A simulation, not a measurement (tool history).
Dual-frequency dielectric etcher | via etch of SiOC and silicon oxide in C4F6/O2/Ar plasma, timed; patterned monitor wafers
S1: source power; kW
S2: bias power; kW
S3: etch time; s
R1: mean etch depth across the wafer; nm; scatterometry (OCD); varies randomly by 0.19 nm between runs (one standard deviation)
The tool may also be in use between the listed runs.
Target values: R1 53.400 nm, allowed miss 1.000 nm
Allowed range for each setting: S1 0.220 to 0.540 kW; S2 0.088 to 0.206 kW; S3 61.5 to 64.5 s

{"run": 1, "hour": 0.0, "S1": 0.38, "S2": 0.147, "S3": 61.5, "R1": 61.028}
{"run": 2, "hour": 4.1, "S1": 0.34, "S2": 0.144, "S3": 61.5, "R1": 58.201}
{"run": 3, "hour": 8.1, "S1": 0.32, "S2": 0.144, "S3": 61.5, "R1": 56.556}
{"run": 4, "hour": 11.5, "S1": 0.32, "S2": 0.161, "S3": 61.5, "R1": 58.831}
{"run": 5, "hour": 16.3, "S1": 0.32, "S2": 0.177, "S3": 61.5, "R1": 60.645}
{"run": 6, "hour": 23.8, "S1": 0.32, "S2": 0.151, "S3": 61.5, "R1": 57.292}
{"run": 7, "hour": 32.6, "S1": 0.3, "S2": 0.15, "S3": 61.5, "R1": 55.78}
{"run": 8, "hour": 36.3, "S1": 0.3, "S2": 0.15, "S3": 61.5, "R1": 55.718}

Below are 5 possible settings for the next run. Only one of them brings all results inside the allowed miss of their targets. Which is it?
{"run": "A", "hour": 40.0, "S1": 0.28, "S2": 0.148, "S3": 63.5, "R1": "?"}
{"run": "B", "hour": 40.0, "S1": 0.32, "S2": 0.167, "S3": 63.5, "R1": "?"}
{"run": "C", "hour": 40.0, "S1": 0.27, "S2": 0.163, "S3": 62.5, "R1": "?"}
{"run": "D", "hour": 40.0, "S1": 0.36, "S2": 0.088, "S3": 64.5, "R1": "?"}
{"run": "E", "hour": 40.0, "S1": 0.35, "S2": 0.132, "S3": 61.5, "R1": "?"}

move=A R1=55.940
move=B R1=61.261
move=C R1=56.099
move=D R1=53.220
move=E R1=56.835
A: misses by more than the last run did
B: misses by more than the last run did
C: misses by more than the last run did
D: hits every target within its allowed miss
E: misses by more than the last run did
Go with D: it meets all targets.

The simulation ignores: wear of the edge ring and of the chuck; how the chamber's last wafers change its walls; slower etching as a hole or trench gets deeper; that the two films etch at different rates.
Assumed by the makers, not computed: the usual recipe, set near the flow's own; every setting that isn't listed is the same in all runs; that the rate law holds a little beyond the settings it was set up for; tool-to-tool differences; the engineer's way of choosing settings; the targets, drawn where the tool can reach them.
